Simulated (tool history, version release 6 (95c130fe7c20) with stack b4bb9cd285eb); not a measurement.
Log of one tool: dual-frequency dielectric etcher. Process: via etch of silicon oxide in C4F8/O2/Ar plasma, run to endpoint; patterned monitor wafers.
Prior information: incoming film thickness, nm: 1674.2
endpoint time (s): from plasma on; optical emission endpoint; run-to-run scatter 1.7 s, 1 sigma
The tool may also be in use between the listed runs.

{"run": 1, "hour": 0.0, "source power (kW)": 1.52, "bias power (kW)": 2.432, "endpoint time (s)": 352.31}
{"run": 2, "hour": 1.1, "source power (kW)": 1.59, "bias power (kW)": 2.456, "endpoint time (s)": 344.73}
{"run": 3, "hour": 5.9, "source power (kW)": 1.39, "bias power (kW)": 2.456, "endpoint time (s)": 363.78}
{"run": 4, "hour": 9.7, "source power (kW)": 1.54, "bias power (kW)": 2.456, "endpoint time (s)": 346.47}
{"run": 5, "hour": 16.4, "source power (kW)": 1.59, "bias power (kW)": 2.472, "endpoint time (s)": 337.22}
{"run": 6, "hour": 23.9, "source power (kW)": 1.59, "bias power (kW)": 2.147, "endpoint time (s)": 353.8}
{"run": 7, "hour": 28.0, "source power (kW)": 1.65, "bias power (kW)": 2.166, "endpoint time (s)": 348.0}
{"run": 8, "hour": 34.6, "source power (kW)": 1.7, "bias power (kW)": 2.183, "endpoint time (s)": 341.44}

Run 9 is up next; what results do you expect?
{"run": 9, "hour": 38.3, "source power (kW)": 1.75, "bias power (kW)": 2.197, "endpoint time (s)": "?"}

Run 9 produced endpoint time (s) 336.33.

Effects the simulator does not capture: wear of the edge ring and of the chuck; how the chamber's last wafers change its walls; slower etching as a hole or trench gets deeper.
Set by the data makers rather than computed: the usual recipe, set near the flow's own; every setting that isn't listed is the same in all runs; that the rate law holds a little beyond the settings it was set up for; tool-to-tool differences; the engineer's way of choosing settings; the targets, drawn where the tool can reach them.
